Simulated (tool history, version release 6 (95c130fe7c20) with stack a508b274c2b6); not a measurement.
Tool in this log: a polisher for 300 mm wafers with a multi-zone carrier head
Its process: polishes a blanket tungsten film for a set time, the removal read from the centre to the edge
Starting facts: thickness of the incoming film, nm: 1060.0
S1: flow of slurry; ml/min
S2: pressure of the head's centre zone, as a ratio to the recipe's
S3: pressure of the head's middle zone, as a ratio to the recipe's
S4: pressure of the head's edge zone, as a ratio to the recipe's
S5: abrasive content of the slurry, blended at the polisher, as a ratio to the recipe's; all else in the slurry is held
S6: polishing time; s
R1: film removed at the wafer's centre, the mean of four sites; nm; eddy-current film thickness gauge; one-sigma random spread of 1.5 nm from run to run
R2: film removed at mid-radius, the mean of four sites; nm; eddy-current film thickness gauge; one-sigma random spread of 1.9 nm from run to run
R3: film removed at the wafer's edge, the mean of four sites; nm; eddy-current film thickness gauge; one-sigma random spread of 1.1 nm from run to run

{"run": 1, "hour": 0.0, "S1": 220, "S2": 1.0, "S3": 1.0, "S4": 1.0, "S5": 1.0, "S6": 61, "R1": 245.99, "R2": 247.97, "R3": 242.65}
{"run": 2, "hour": 0.9, "S1": 210, "S2": 0.96, "S3": 1.0, "S4": 0.98, "S5": 0.9, "S6": 60, "R1": 223.38, "R2": 232.64, "R3": 229.01}
{"run": 3, "hour": 4.0, "S1": 210, "S2": 0.9, "S3": 1.0, "S4": 0.98, "S5": 0.9, "S6": 60, "R1": 212.19, "R2": 228.54, "R3": 228.4}
{"run": 4, "hour": 5.9, "S1": 210, "S2": 0.9, "S3": 1.0, "S4": 0.98, "S5": 0.7, "S6": 60, "R1": 196.31, "R2": 217.43, "R3": 211.62}
{"run": 5, "hour": 14.1, "S1": 200, "S2": 0.88, "S3": 1.01, "S4": 0.97, "S5": 0.65, "S6": 60, "R1": 184.96, "R2": 210.69, "R3": 204.87}
{"run": 6, "hour": 14.9, "S1": 165, "S2": 0.88, "S3": 1.01, "S4": 0.97, "S5": 0.65, "S6": 60, "R1": 175.84, "R2": 202.08, "R3": 200.0}
{"run": 7, "hour": 19.4, "S1": 160, "S2": 0.87, "S3": 1.02, "S4": 0.96, "S5": 0.65, "S6": 60, "R1": 175.78, "R2": 203.54, "R3": 197.0}
{"run": 8, "hour": 27.0, "S1": 155, "S2": 0.86, "S3": 1.03, "S4": 0.95, "S5": 0.65, "S6": 60, "R1": 172.34, "R2": 204.88, "R3": 195.36}

Run 9 comes next. What will it give?
{"run": 9, "hour": 28.3, "S1": 150, "S2": 0.85, "S3": 1.03, "S4": 0.94, "S5": 0.65, "S6": 60, "R1": "?", "R2": "?", "R3": "?"}

{"run 9": {"R1": 165.7, "R2": 201.53, "R3": 192.33}}

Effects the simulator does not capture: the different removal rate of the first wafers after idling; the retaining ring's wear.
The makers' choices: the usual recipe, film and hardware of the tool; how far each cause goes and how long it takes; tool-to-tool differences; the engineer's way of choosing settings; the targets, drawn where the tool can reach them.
